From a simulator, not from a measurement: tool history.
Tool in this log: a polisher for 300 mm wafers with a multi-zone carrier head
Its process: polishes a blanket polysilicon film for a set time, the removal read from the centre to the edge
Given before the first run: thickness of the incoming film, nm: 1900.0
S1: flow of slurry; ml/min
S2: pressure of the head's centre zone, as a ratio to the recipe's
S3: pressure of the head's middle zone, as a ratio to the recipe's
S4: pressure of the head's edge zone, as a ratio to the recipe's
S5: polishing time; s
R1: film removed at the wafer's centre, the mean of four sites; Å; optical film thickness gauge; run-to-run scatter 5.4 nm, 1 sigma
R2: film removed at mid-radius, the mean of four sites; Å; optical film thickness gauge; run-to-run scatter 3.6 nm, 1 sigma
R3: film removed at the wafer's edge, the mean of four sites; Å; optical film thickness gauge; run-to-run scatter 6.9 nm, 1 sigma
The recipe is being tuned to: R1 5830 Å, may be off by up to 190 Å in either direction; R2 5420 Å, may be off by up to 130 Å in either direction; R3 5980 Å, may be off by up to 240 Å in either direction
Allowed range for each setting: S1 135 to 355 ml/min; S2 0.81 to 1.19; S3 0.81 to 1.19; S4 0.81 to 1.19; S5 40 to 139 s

| run | day | S1 | S2 | S3 | S4 | S5 | R1 | R2 | R3 |
|---|---|---|---|---|---|---|---|---|---|
| 1 | 0 | 225 | 1 | 1 | 1 | 89 | 7128.2 | 6556.4 | 6722.9 |
| 2 | 0.308 | 225 | 1 | 1 | 1 | 73 | 5904.8 | 5347.8 | 5327.1 |
| 3 | 0.45 | 225 | 1.08 | 1 | 1 | 73 | 6430.7 | 5410.7 | 5432.4 |
| 4 | 0.546 | 225 | 1.08 | 0.92 | 1 | 73 | 6471.4 | 5053.4 | 5466.8 |
| 5 | 0.788 | 225 | 1.08 | 1 | 1 | 73 | 6561.6 | 5420.8 | 5367.6 |
|  | 1.062 | centre zone pressure recalibrated |
| 6 | 1.062 | 225 | 1.08 | 0.92 | 1 | 73 | 5967 | 4995.7 | 5286 |
| 7 | 1.321 | 235 | 1.05 | 0.93 | 1.04 | 74 | 5919.3 | 5143.3 | 5573.7 |
| 8 | 1.583 | 245 | 1.05 | 0.93 | 1.06 | 75 | 6130.2 | 5233.1 | 5805.6 |

5 next moves are on the table. One of them brings every result within its allowed miss. Which?
| A | 1.846 | 240 | 1.02 | 0.96 | 1.09 | 70 | ? | ? | ? |
| B | 1.846 | 140 | 0.99 | 0.96 | 1.19 | 78 | ? | ? | ? |
| C | 1.846 | 305 | 1.01 | 0.97 | 1.15 | 69 | ? | ? | ? |
| D | 1.846 | 245 | 0.94 | 0.88 | 0.99 | 81 | ? | ? | ? |
| E | 1.846 | 195 | 1.01 | 1.02 | 1.06 | 74 | ? | ? | ? |

| move | R1 | R2 | R3 |
|---|---|---|---|
| A | 5468 | 5009.4 | 5367.6 |
| B | 5361.9 | 5115.6 | 5871.1 |
| C | 5493 | 5112.1 | 5544.9 |
| D | 5840.1 | 5408 | 5941.3 |
| E | 5548.9 | 5418.9 | 5475.2 |
A: pushes the last run's worst result past its target
B: pushes the last run's worst result past its target
C: pushes the last run's worst result past its target
D: every result within its allowed miss
E: pushes the last run's worst result past its target
Answer: D
